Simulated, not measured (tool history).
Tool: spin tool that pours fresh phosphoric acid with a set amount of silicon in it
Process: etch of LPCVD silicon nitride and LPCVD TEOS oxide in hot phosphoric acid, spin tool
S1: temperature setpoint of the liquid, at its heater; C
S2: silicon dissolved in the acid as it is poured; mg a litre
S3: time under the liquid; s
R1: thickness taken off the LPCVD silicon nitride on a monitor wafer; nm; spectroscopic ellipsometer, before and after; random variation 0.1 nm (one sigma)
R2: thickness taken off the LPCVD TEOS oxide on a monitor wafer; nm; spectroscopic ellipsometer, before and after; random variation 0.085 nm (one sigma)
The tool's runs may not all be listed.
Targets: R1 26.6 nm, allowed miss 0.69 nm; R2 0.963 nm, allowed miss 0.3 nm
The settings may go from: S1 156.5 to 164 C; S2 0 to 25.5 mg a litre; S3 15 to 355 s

run,hour,S1,S2,S3,R1,R2
1,0,159,11,180,13.924,0.36402
2,0.7,160,9.5,205,16.491,0.53071
3,8.9,161.5,9.5,205,17.205,0.58262
4,10.9,160,9.5,205,16.429,0.49154
5,11.8,160,9.5,145,11.704,0.36096
6,15.2,160,9.5,100,8.0361,0.27123
7,21.4,162.5,3.5,190,16.589,0.81127
8,28.3,163.5,10.5,280,25.257,0.98371
9,31.9,163,10.5,285,25.2,0.92389
10,36,163,10.5,285,25.22,0.94328
11,39.8,163,10.5,290,25.679,1.0025

4 next moves are on the table. One of them brings every result within its allowed miss. Which?
A,43.6,163,11,275,?,?
B,43.6,163,18,275,?,?
C,43.6,161,23.5,290,?,?
D,43.6,163.5,10.5,295,?,?

move,R1,R2
A,24.488,0.75421
B,24.488,0.63422
C,24.161,0.49164
D,26.708,0.84868
A: further off than the last run
B: further off than the last run
C: further off than the last run
D: meets every target
Move D is the one to make.

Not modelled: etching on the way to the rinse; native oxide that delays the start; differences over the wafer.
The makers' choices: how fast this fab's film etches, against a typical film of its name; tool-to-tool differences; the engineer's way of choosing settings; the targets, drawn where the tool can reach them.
